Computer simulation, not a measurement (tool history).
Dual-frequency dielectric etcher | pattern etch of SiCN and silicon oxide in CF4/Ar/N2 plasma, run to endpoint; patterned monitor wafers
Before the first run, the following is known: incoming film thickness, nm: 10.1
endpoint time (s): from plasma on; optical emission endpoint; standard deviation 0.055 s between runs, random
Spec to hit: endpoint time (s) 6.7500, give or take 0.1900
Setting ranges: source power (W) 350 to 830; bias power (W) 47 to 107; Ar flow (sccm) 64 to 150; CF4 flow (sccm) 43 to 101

Run 1, day 0.000: source power (W) 590, bias power (W) 77, Ar flow (sccm) 107, CF4 flow (sccm) 72. Result: endpoint time (s) 9.1388.
Run 2, day 0.342: source power (W) 630, bias power (W) 78, Ar flow (sccm) 107, CF4 flow (sccm) 72. Result: endpoint time (s) 8.5624.
Run 3, day 0.454: source power (W) 630, bias power (W) 78, Ar flow (sccm) 107, CF4 flow (sccm) 81. Result: endpoint time (s) 8.3353.
Run 4, day 0.612: source power (W) 540, bias power (W) 78, Ar flow (sccm) 107, CF4 flow (sccm) 81. Result: endpoint time (s) 9.6778.
Run 5, day 0.854: source power (W) 430, bias power (W) 78, Ar flow (sccm) 107, CF4 flow (sccm) 81. Result: endpoint time (s) 11.9310.
Run 6, day 0.908: source power (W) 490, bias power (W) 79, Ar flow (sccm) 107, CF4 flow (sccm) 81. Result: endpoint time (s) 10.4180.
Run 7, day 1.125: source power (W) 540, bias power (W) 80, Ar flow (sccm) 107, CF4 flow (sccm) 81. Result: endpoint time (s) 9.5445.
Run 8, day 1.221: source power (W) 580, bias power (W) 80, Ar flow (sccm) 107, CF4 flow (sccm) 81. Result: endpoint time (s) 9.0179.
Run 9, day 1.392: source power (W) 610, bias power (W) 81, Ar flow (sccm) 107, CF4 flow (sccm) 81. Result: endpoint time (s) 8.5985.
Run 10, day 1.412: source power (W) 640, bias power (W) 82, Ar flow (sccm) 107, CF4 flow (sccm) 81. Result: endpoint time (s) 8.1716.
At day 1.688: CF4 flow controller replaced.
Run 11, day 1.688: source power (W) 660, bias power (W) 82, Ar flow (sccm) 107, CF4 flow (sccm) 81. Result: endpoint time (s) 7.8196.
Run 12, day 2.042: source power (W) 660, bias power (W) 82, Ar flow (sccm) 107, CF4 flow (sccm) 81. Result: endpoint time (s) 7.6718.
Run 13, day 2.112: source power (W) 670, bias power (W) 82, Ar flow (sccm) 107, CF4 flow (sccm) 81. Result: endpoint time (s) 7.7688.
Run 14, day 2.479: source power (W) 690, bias power (W) 82, Ar flow (sccm) 107, CF4 flow (sccm) 81. Result: endpoint time (s) 7.4878.
Run 15, day 2.621: source power (W) 700, bias power (W) 82, Ar flow (sccm) 107, CF4 flow (sccm) 81. Result: endpoint time (s) 7.5639.

Next run, 5 choices. One meets every target within its allowed miss, the rest don't. Which?
Run A, day 2.762: source power (W) 770, bias power (W) 84, Ar flow (sccm) 104, CF4 flow (sccm) 74. Result: endpoint time (s) ?.
Run B, day 2.762: source power (W) 820, bias power (W) 78, Ar flow (sccm) 93, CF4 flow (sccm) 85. Result: endpoint time (s) ?.
Run C, day 2.762: source power (W) 790, bias power (W) 82, Ar flow (sccm) 87, CF4 flow (sccm) 89. Result: endpoint time (s) ?.
Run D, day 2.762: source power (W) 650, bias power (W) 73, Ar flow (sccm) 114, CF4 flow (sccm) 79. Result: endpoint time (s) ?.
Run E, day 2.762: source power (W) 790, bias power (W) 87, Ar flow (sccm) 100, CF4 flow (sccm) 82. Result: endpoint time (s) ?.

move  endpoint time (s)
   A             6.7083
   B             6.2464
   C             6.2039
   D             8.4039
   E             6.3138
A: every result lands within tolerance
B: the result that was furthest off in the last run now lies on the other side of its target
C: the result that was furthest off in the last run now lies on the other side of its target
D: the biggest miss grows against the last run
E: the result that was furthest off in the last run now lies on the other side of its target
Correct choice: A, which meets every target
